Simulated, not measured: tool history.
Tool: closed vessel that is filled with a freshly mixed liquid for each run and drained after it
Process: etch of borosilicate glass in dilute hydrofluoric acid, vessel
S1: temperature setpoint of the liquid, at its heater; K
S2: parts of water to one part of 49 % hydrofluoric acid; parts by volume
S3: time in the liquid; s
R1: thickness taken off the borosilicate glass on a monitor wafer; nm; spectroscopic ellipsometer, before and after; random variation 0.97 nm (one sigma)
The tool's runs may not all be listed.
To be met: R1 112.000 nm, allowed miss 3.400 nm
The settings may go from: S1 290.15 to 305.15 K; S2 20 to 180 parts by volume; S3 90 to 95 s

run 1 hour=0.0 | S1=297.15 S2=100 S3=90 | R1=52.030
run 2 hour=8.2 | S1=299.15 S2=85 S3=90 | R1=68.350
run 3 hour=11.3 | S1=299.15 S2=105 S3=90 | R1=54.591
run 4 hour=12.7 | S1=299.15 S2=90 S3=90 | R1=64.078
run 5 hour=15.3 | S1=297.15 S2=90 S3=90 | R1=57.738
run 6 hour=23.5 | S1=297.15 S2=90 S3=95 | R1=62.787
run 7 hour=25.2 | S1=299.65 S2=85 S3=95 | R1=73.836
run 8 hour=29.0 | S1=301.15 S2=80 S3=95 | R1=82.447
run 9 hour=33.0 | S1=302.15 S2=75 S3=95 | R1=92.238
run 10 hour=35.5 | S1=303.15 S2=75 S3=95 | R1=96.799
run 11 hour=43.8 | S1=303.65 S2=75 S3=95 | R1=98.543
run 12 hour=45.4 | S1=304.15 S2=75 S3=95 | R1=99.245
run 13 hour=47.8 | S1=304.65 S2=75 S3=95 | R1=101.430

Which of these 5 next moves meets every target?
run A hour=50.2 | S1=304.65 S2=80 S3=90 | R1=?
run B hour=50.2 | S1=305.15 S2=70 S3=95 | R1=?
run C hour=50.2 | S1=305.15 S2=75 S3=95 | R1=?
run D hour=50.2 | S1=305.15 S2=65 S3=95 | R1=?
run E hour=50.2 | S1=300.15 S2=60 S3=90 | R1=?

move=A R1=88.944
move=B R1=111.040
move=C R1=102.830
move=D R1=120.520
move=E R1=102.570
A: further off than the last run
B: meets every target
C: nearer than the last run, and not there yet
D: takes the result that was furthest off past its target
E: nearer than the last run, and not there yet
Answer: B
